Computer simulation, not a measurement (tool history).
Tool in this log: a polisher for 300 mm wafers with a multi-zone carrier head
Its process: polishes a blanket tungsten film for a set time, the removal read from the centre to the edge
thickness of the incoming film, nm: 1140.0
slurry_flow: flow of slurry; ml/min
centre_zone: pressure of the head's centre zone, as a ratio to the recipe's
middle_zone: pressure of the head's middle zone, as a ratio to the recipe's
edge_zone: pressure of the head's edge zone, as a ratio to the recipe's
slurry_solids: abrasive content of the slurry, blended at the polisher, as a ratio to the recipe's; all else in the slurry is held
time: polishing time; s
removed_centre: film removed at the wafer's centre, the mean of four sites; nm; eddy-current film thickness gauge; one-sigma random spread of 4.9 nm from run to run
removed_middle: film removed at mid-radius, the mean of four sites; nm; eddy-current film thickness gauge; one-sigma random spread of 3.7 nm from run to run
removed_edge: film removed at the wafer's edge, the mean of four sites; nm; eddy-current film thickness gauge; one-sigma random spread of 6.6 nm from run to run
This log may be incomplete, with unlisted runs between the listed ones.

Run 1, hour 0.0: slurry_flow 300 ml/min, centre_zone 1.00, middle_zone 1.00, edge_zone 1.00, slurry_solids 1.0, time 62 s. Result: removed_centre 296.02 nm, removed_middle 287.33 nm, removed_edge 290.35 nm.
Run 2, hour 6.2: slurry_flow 300 ml/min, centre_zone 1.00, middle_zone 1.00, edge_zone 1.00, slurry_solids 1.0, time 54 s. Result: removed_centre 258.19 nm, removed_middle 251.94 nm, removed_edge 255.86 nm.
Run 3, hour 11.8: slurry_flow 350 ml/min, centre_zone 1.00, middle_zone 1.00, edge_zone 1.00, slurry_solids 1.0, time 54 s. Result: removed_centre 265.11 nm, removed_middle 255.49 nm, removed_edge 253.82 nm.
Run 4, hour 18.0: slurry_flow 325 ml/min, centre_zone 0.97, middle_zone 1.00, edge_zone 1.04, slurry_solids 1.1, time 59 s. Result: removed_centre 281.78 nm, removed_middle 281.33 nm, removed_edge 292.41 nm.
Run 5, hour 22.8: slurry_flow 395 ml/min, centre_zone 0.97, middle_zone 1.00, edge_zone 1.04, slurry_solids 1.1, time 59 s. Result: removed_centre 289.30 nm, removed_middle 288.80 nm, removed_edge 302.38 nm.
Run 6, hour 27.0: slurry_flow 400 ml/min, centre_zone 0.96, middle_zone 1.01, edge_zone 1.07, slurry_solids 1.2, time 62 s. Result: removed_centre 305.31 nm, removed_middle 314.86 nm, removed_edge 315.61 nm.

Run 7, settings as shown, results not yet in. Your forecast:
Run 7, hour 34.9: slurry_flow 325 ml/min, centre_zone 0.86, middle_zone 0.91, edge_zone 1.13, slurry_solids 1.1, time 80 s. Result: removed_centre ?, removed_middle ?, removed_edge ?.

Run 7 produced removed_centre 347.92 nm, removed_middle 349.77 nm, removed_edge 411.52 nm.

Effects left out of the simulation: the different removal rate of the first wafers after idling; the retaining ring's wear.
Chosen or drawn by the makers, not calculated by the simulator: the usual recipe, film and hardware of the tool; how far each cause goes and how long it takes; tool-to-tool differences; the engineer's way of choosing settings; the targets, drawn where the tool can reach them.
